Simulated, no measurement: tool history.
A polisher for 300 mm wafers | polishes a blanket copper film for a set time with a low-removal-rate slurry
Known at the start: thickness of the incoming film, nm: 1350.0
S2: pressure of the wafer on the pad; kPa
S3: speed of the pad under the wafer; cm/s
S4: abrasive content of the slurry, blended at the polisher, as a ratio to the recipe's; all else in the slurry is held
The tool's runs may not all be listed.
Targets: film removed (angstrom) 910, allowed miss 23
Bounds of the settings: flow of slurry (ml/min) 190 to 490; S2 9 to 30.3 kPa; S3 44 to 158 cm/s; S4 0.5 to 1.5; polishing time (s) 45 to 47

Run 1, day 0: flow of slurry (ml/min) 315, S2 19.3 kPa, S3 100 cm/s, S4 1, polishing time (s) 45. Result: film removed (angstrom) 1233.1.
Run 2, day 0.233: flow of slurry (ml/min) 315, S2 19.3 kPa, S3 100 cm/s, S4 1.1, polishing time (s) 45. Result: film removed (angstrom) 1274.1.
Run 3, day 0.329: flow of slurry (ml/min) 315, S2 23.4 kPa, S3 100 cm/s, S4 1.1, polishing time (s) 45. Result: film removed (angstrom) 1543.2.
Run 4, day 0.471: flow of slurry (ml/min) 315, S2 21.4 kPa, S3 100 cm/s, S4 1.1, polishing time (s) 45. Result: film removed (angstrom) 1404.2.
At day 0.538: slurry blender recalibrated.
Run 5, day 0.538: flow of slurry (ml/min) 315, S2 21.4 kPa, S3 100 cm/s, S4 1.25, polishing time (s) 45. Result: film removed (angstrom) 1502.
Run 6, day 0.683: flow of slurry (ml/min) 315, S2 21.4 kPa, S3 100 cm/s, S4 1.25, polishing time (s) 45. Result: film removed (angstrom) 1495.
Run 7, day 0.762: flow of slurry (ml/min) 310, S2 15.9 kPa, S3 98 cm/s, S4 1.25, polishing time (s) 45. Result: film removed (angstrom) 1090.4.
Run 8, day 0.821: flow of slurry (ml/min) 310, S2 15.2 kPa, S3 98 cm/s, S4 1.25, polishing time (s) 45. Result: film removed (angstrom) 1063.5.

Which of these 4 next moves meets every target?
Run A, day 0.879: flow of slurry (ml/min) 270, S2 14.5 kPa, S3 76 cm/s, S4 1.2, polishing time (s) 45. Result: film removed (angstrom) ?.
Run B, day 0.879: flow of slurry (ml/min) 205, S2 13.8 kPa, S3 102 cm/s, S4 1.3, polishing time (s) 46. Result: film removed (angstrom) ?.
Run C, day 0.879: flow of slurry (ml/min) 370, S2 12.4 kPa, S3 92 cm/s, S4 1.5, polishing time (s) 47. Result: film removed (angstrom) ?.
Run D, day 0.879: flow of slurry (ml/min) 335, S2 11.7 kPa, S3 126 cm/s, S4 0.85, polishing time (s) 45. Result: film removed (angstrom) ?.

move  film removed (angstrom)
   A                   788.12
   B                   976.48
   C                   905.32
   D                   952.23
A: takes the result that was furthest off past its target
B: nearer than the last run, and not there yet
C: meets every target
D: nearer than the last run, and not there yet
The right move is C.

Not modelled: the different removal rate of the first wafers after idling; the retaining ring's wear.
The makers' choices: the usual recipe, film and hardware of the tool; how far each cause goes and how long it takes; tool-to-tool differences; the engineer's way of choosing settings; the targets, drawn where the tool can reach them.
